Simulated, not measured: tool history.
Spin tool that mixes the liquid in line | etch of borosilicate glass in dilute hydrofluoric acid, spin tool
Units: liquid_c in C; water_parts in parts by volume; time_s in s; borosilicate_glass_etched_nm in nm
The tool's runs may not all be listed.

run  hour  liquid_c  water_parts  time_s  borosilicate_glass_etched_nm
  1   0.0      24.0          160      20                        5.4739
  2   6.4      24.0          130      20                        7.0036
  3   9.5      22.0          130      20                        6.4678
  4  16.0      25.0          120      20                        7.9488
  5  18.4      27.0          120      20                        8.4398
  6  27.2      27.0           80      20                       13.6790
  7  33.6      23.0           80      20                       11.4390

Forecast run 8:
  8  37.0      22.5           80      20                             ?

{"run 8": {"borosilicate_glass_etched_nm": 11.394}}
